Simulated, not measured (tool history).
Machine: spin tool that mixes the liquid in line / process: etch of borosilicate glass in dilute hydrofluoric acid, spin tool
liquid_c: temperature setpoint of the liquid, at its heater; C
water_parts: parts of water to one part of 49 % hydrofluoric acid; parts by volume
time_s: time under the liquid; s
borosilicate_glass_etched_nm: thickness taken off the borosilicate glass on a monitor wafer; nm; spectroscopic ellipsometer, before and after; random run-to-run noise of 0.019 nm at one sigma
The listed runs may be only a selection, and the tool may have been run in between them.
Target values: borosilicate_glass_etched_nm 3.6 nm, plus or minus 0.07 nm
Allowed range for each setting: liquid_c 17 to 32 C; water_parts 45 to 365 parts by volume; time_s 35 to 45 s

{"run": 1, "day": 0.0, "liquid_c": 24, "water_parts": 205, "time_s": 45, "borosilicate_glass_etched_nm": 5.9815}
{"run": 2, "day": 0.275, "liquid_c": 24, "water_parts": 150, "time_s": 45, "borosilicate_glass_etched_nm": 8.6836}
{"run": 3, "day": 0.55, "liquid_c": 23.5, "water_parts": 160, "time_s": 45, "borosilicate_glass_etched_nm": 7.8236}
{"run": 4, "day": 0.883, "liquid_c": 26, "water_parts": 160, "time_s": 45, "borosilicate_glass_etched_nm": 8.6772}
{"run": 5, "day": 1.117, "liquid_c": 25, "water_parts": 170, "time_s": 45, "borosilicate_glass_etched_nm": 7.784}
{"run": 6, "day": 1.175, "liquid_c": 24, "water_parts": 180, "time_s": 45, "borosilicate_glass_etched_nm": 7.019}
{"run": 7, "day": 1.212, "liquid_c": 23.5, "water_parts": 185, "time_s": 45, "borosilicate_glass_etched_nm": 6.6714}
{"run": 8, "day": 1.25, "liquid_c": 19.5, "water_parts": 260, "time_s": 45, "borosilicate_glass_etched_nm": 3.7828}

Below are 4 possible settings for the next run. Only one of them brings all results inside the allowed miss of their targets. Which is it?
{"run": "A", "day": 1.288, "liquid_c": 19, "water_parts": 215, "time_s": 40, "borosilicate_glass_etched_nm": "?"}
{"run": "B", "day": 1.288, "liquid_c": 22.5, "water_parts": 270, "time_s": 45, "borosilicate_glass_etched_nm": "?"}
{"run": "C", "day": 1.288, "liquid_c": 18.5, "water_parts": 240, "time_s": 45, "borosilicate_glass_etched_nm": "?"}
{"run": "D", "day": 1.288, "liquid_c": 21.5, "water_parts": 260, "time_s": 40, "borosilicate_glass_etched_nm": "?"}

move=A borosilicate_glass_etched_nm=4.1849
move=B borosilicate_glass_etched_nm=4.0538
move=C borosilicate_glass_etched_nm=4.0423
move=D borosilicate_glass_etched_nm=3.6433
A: misses by more than the last run did
B: misses by more than the last run did
C: misses by more than the last run did
D: each result inside its tolerance
So the answer is move D, the one that meets all the targets.

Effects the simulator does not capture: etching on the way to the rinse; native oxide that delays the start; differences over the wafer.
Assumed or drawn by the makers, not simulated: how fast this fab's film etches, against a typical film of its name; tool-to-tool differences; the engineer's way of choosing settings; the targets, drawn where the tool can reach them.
